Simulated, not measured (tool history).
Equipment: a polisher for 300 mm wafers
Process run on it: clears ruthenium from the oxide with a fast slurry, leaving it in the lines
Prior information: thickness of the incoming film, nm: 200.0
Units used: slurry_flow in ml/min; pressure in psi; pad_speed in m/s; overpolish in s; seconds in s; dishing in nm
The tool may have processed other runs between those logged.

Run 1, day 0: slurry_flow 180 ml/min, pressure 1.7 psi, pad_speed 0.96 m/s, slurry_solids 1, overpolish 21 s. Result: seconds 75.629 s, dishing 40.21 nm.
Run 2, day 0.333: slurry_flow 180 ml/min, pressure 1.6 psi, pad_speed 0.96 m/s, slurry_solids 1, overpolish 23 s. Result: seconds 79.965 s, dishing 41.626 nm.
Run 3, day 0.688: slurry_flow 180 ml/min, pressure 1.5 psi, pad_speed 0.96 m/s, slurry_solids 1, overpolish 25 s. Result: seconds 86.024 s, dishing 40.485 nm.
Run 4, day 1.004: slurry_flow 180 ml/min, pressure 1.5 psi, pad_speed 0.96 m/s, slurry_solids 1, overpolish 21 s. Result: seconds 83.721 s, dishing 35.409 nm.
Run 5, day 1.054: slurry_flow 180 ml/min, pressure 1.5 psi, pad_speed 0.96 m/s, slurry_solids 1, overpolish 23 s. Result: seconds 87.428 s, dishing 37.741 nm.
Run 6, day 1.25: slurry_flow 180 ml/min, pressure 1.5 psi, pad_speed 0.96 m/s, slurry_solids 1, overpolish 25 s. Result: seconds 85.856 s, dishing 41.035 nm.
Run 7, day 1.562: slurry_flow 180 ml/min, pressure 1.5 psi, pad_speed 0.96 m/s, slurry_solids 1, overpolish 26 s. Result: seconds 86.189 s, dishing 42.333 nm.

What will run 8 give?
Run 8, day 1.629: slurry_flow 170 ml/min, pressure 1.3 psi, pad_speed 0.96 m/s, slurry_solids 1, overpolish 32 s. Result: seconds ?, dishing ?.

Logged for run 8: seconds 100.05 s, dishing 44.907 nm.
